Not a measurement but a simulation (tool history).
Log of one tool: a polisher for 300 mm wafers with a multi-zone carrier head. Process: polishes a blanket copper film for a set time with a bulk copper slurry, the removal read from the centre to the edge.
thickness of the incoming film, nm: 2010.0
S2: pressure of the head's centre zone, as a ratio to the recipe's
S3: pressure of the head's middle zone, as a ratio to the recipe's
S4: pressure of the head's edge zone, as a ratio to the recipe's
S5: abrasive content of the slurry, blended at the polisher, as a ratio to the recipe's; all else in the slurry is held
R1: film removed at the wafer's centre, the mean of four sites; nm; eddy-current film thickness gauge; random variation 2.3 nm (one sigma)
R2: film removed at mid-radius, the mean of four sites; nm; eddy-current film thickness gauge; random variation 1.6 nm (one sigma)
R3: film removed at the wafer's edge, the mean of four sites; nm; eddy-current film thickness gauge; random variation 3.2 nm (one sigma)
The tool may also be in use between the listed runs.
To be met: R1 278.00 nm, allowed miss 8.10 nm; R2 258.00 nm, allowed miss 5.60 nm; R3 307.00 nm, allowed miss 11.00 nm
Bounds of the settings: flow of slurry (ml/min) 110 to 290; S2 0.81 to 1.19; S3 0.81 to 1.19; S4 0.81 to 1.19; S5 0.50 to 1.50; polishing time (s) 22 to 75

{"run": 1, "hour": 0.0, "flow of slurry (ml/min)": 185, "S2": 1.0, "S3": 1.0, "S4": 1.0, "S5": 1.0, "polishing time (s)": 48, "R1": 496.65, "R2": 506.81, "R3": 519.11}
{"run": 2, "hour": 1.0, "flow of slurry (ml/min)": 175, "S2": 0.99, "S3": 0.96, "S4": 0.99, "S5": 0.9, "polishing time (s)": 45, "R1": 449.63, "R2": 447.41, "R3": 459.04}
{"run": 3, "hour": 7.5, "flow of slurry (ml/min)": 165, "S2": 0.98, "S3": 0.93, "S4": 1.02, "S5": 0.85, "polishing time (s)": 42, "R1": 401.79, "R2": 394.73, "R3": 430.54}
{"run": 4, "hour": 10.0, "flow of slurry (ml/min)": 160, "S2": 0.97, "S3": 0.91, "S4": 1.02, "S5": 0.8, "polishing time (s)": 40, "R1": 382.11, "R2": 359.22, "R3": 411.66}
{"run": 5, "hour": 16.4, "flow of slurry (ml/min)": 160, "S2": 0.97, "S3": 0.91, "S4": 1.02, "S5": 0.8, "polishing time (s)": 32, "R1": 298.28, "R2": 291.9, "R3": 326.05}
{"run": 6, "hour": 23.9, "flow of slurry (ml/min)": 205, "S2": 0.97, "S3": 0.91, "S4": 1.02, "S5": 0.8, "polishing time (s)": 32, "R1": 315.61, "R2": 305.15, "R3": 339.12}
{"run": 7, "hour": 25.5, "flow of slurry (ml/min)": 195, "S2": 0.96, "S3": 0.89, "S4": 1.01, "S5": 0.8, "polishing time (s)": 32, "R1": 313.87, "R2": 297.56, "R3": 333.03}
{"run": 8, "hour": 32.8, "flow of slurry (ml/min)": 185, "S2": 0.95, "S3": 0.88, "S4": 1.0, "S5": 0.8, "polishing time (s)": 32, "R1": 301.95, "R2": 291.48, "R3": 327.09}
{"run": 9, "hour": 41.1, "flow of slurry (ml/min)": 175, "S2": 0.95, "S3": 0.87, "S4": 1.0, "S5": 0.8, "polishing time (s)": 32, "R1": 304.34, "R2": 284.03, "R3": 328.28}
{"run": 10, "hour": 46.4, "flow of slurry (ml/min)": 130, "S2": 0.89, "S3": 0.83, "S4": 0.92, "S5": 0.7, "polishing time (s)": 32, "R1": 256.57, "R2": 250.41, "R3": 292.03}
{"run": 11, "hour": 52.2, "flow of slurry (ml/min)": 135, "S2": 0.9, "S3": 0.83, "S4": 0.93, "S5": 0.7, "polishing time (s)": 32, "R1": 262.37, "R2": 255.69, "R3": 291.66}
{"run": 12, "hour": 58.0, "flow of slurry (ml/min)": 140, "S2": 0.9, "S3": 0.83, "S4": 0.94, "S5": 0.7, "polishing time (s)": 32, "R1": 265.42, "R2": 253.89, "R3": 304.39}
{"run": 13, "hour": 62.3, "flow of slurry (ml/min)": 145, "S2": 0.9, "S3": 0.83, "S4": 0.94, "S5": 0.7, "polishing time (s)": 32, "R1": 265.06, "R2": 258.51, "R3": 302.63}

Which of these 4 next moves meets every target?
{"run": "A", "hour": 66.6, "flow of slurry (ml/min)": 150, "S2": 0.91, "S3": 0.85, "S4": 0.92, "S5": 0.8, "polishing time (s)": 32, "R1": "?", "R2": "?", "R3": "?"}
{"run": "B", "hour": 66.6, "flow of slurry (ml/min)": 130, "S2": 0.88, "S3": 0.89, "S4": 0.95, "S5": 0.85, "polishing time (s)": 32, "R1": "?", "R2": "?", "R3": "?"}
{"run": "C", "hour": 66.6, "flow of slurry (ml/min)": 135, "S2": 0.82, "S3": 0.85, "S4": 0.93, "S5": 0.6, "polishing time (s)": 33, "R1": "?", "R2": "?", "R3": "?"}
{"run": "D", "hour": 66.6, "flow of slurry (ml/min)": 145, "S2": 0.94, "S3": 0.83, "S4": 0.98, "S5": 0.55, "polishing time (s)": 33, "R1": "?", "R2": "?", "R3": "?"}

move=A R1=280.55 R2=272.32 R3=306.29
move=B R1=264.20 R2=276.03 R3=306.26
move=C R1=244.91 R2=262.76 R3=299.01
move=D R1=279.93 R2=258.80 R3=306.59
A: brings the result that was furthest off to its target, and leaves another outside
B: further off than the last run
C: further off than the last run
D: meets every target
The right move is D.
